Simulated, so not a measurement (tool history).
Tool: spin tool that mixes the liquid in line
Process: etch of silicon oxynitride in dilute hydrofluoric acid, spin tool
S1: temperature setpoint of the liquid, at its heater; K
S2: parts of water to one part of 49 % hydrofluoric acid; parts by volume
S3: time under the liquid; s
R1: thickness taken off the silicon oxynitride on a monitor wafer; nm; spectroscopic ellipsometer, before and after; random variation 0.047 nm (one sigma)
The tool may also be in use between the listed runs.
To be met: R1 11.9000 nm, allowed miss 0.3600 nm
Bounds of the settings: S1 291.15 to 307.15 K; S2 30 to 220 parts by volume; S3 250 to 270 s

run	hour	S1	S2	S3	R1
1	0.0	299.15	125	250	9.0223
2	3.5	299.15	155	250	7.0654
3	4.9	297.15	155	250	6.4849
4	8.5	299.65	145	250	7.8160
5	13.2	299.65	145	250	7.8855
6	20.4	301.65	140	250	8.9215
7	28.8	303.15	140	250	9.4889
8	36.1	304.15	140	250	9.8631
9	39.3	305.15	140	250	10.3730
10	44.6	305.65	140	250	10.5670
11	51.7	306.15	140	250	10.7470

Which of these 5 next moves meets every target?
A	58.8	307.15	145	255	?
B	58.8	304.65	130	250	?
C	58.8	305.15	125	255	?
D	58.8	303.65	135	265	?
E	58.8	307.15	140	250	?

move	R1
A	11.0480
B	11.0370
C	12.0260
D	10.7330
E	11.2800
A: nearer than the last run, and not there yet
B: nearer than the last run, and not there yet
C: meets every target
D: as far off as the last run
E: nearer than the last run, and not there yet
Answer: C

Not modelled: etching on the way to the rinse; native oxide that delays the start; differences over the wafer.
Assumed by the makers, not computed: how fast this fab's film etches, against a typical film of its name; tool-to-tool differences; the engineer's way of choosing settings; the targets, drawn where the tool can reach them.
